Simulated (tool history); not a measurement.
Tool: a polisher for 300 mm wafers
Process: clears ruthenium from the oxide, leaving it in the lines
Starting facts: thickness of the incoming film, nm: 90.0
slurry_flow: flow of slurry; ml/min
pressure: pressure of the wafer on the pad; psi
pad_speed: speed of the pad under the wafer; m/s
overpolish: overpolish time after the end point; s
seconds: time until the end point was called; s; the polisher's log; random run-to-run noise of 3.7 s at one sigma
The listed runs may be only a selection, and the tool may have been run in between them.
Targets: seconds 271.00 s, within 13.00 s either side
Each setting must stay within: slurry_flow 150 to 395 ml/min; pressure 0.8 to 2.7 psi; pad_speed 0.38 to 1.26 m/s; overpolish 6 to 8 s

| run | hour | slurry_flow | pressure | pad_speed | overpolish | seconds |
|---|---|---|---|---|---|---|
| 1 | 0.0 | 250 | 1.7 | 0.82 | 8 | 135.92 |
| 2 | 8.3 | 250 | 1.7 | 0.82 | 6 | 138.16 |
| 3 | 15.8 | 205 | 1.7 | 0.82 | 6 | 138.89 |
| 4 | 24.7 | 205 | 1.6 | 0.80 | 6 | 147.68 |
| 5 | 25.9 | 205 | 1.6 | 0.80 | 8 | 150.70 |
| 6 | 31.6 | 205 | 1.5 | 0.78 | 8 | 162.74 |
| 7 | 36.3 | 205 | 1.4 | 0.76 | 8 | 176.89 |
| 8 | 40.2 | 200 | 0.9 | 0.68 | 8 | 303.50 |

Which single option among these 4 for the next run brings every result within its allowed miss of target? Just one does.
| A | 44.1 | 190 | 0.9 | 0.78 | 6 | ? |
| B | 44.1 | 280 | 0.9 | 0.84 | 8 | ? |
| C | 44.1 | 185 | 1.2 | 0.68 | 6 | ? |
| D | 44.1 | 215 | 1.1 | 0.74 | 8 | ? |

| move | seconds |
|---|---|
| A | 272.85 |
| B | 244.02 |
| C | 237.67 |
| D | 234.01 |
A: all results in spec
B: the result that was furthest off in the last run now lies on the other side of its target
C: the result that was furthest off in the last run now lies on the other side of its target
D: the result that was furthest off in the last run now lies on the other side of its target
A is the move that brings every result within its allowed miss.
